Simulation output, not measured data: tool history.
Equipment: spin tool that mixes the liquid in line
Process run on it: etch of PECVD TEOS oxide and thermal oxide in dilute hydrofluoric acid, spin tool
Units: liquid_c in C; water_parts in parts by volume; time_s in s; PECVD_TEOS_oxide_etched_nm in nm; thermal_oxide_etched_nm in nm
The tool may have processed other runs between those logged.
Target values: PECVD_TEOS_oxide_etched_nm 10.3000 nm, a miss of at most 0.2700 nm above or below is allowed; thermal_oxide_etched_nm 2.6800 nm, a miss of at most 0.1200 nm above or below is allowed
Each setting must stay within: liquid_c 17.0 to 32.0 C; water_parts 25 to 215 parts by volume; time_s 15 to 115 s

run	hour	liquid_c	water_parts	time_s	PECVD_TEOS_oxide_etched_nm	thermal_oxide_etched_nm
1	0.0	24.0	120	60	8.4691	2.2125
2	2.1	25.5	120	60	9.0638	2.4002
3	10.5	28.0	120	60	9.9199	2.5390
4	17.0	28.0	85	60	14.6570	3.8352
5	21.8	26.0	85	60	13.6450	3.5461
6	28.2	26.0	85	80	18.2820	4.7058
7	34.8	23.5	90	80	15.4740	3.9683
8	42.2	22.0	95	80	13.5510	3.5996
9	45.7	21.0	100	80	12.4120	3.2923
10	48.4	20.0	100	80	11.9130	3.1540
11	54.7	19.5	100	80	11.6610	3.0289
12	58.3	19.0	100	80	11.4970	2.9336
13	61.4	18.5	100	80	11.1540	2.9329
14	69.3	18.0	110	80	9.8622	2.5350

Of the 4 settings listed for the next run, only one would bring every result within its allowed miss of target. Which one?
A	77.2	21.5	105	65	?	?
B	77.2	19.5	105	70	?	?
C	77.2	17.0	115	85	?	?
D	77.2	17.0	130	105	?	?

move	PECVD_TEOS_oxide_etched_nm	thermal_oxide_etched_nm
A	9.7184	2.5245
B	9.6468	2.5059
C	9.5409	2.4784
D	10.2700	2.6677
A: lands further from the targets than the last run did
B: lands further from the targets than the last run did
C: lands further from the targets than the last run did
D: every result within its allowed miss
D is the move that brings every result within its allowed miss.
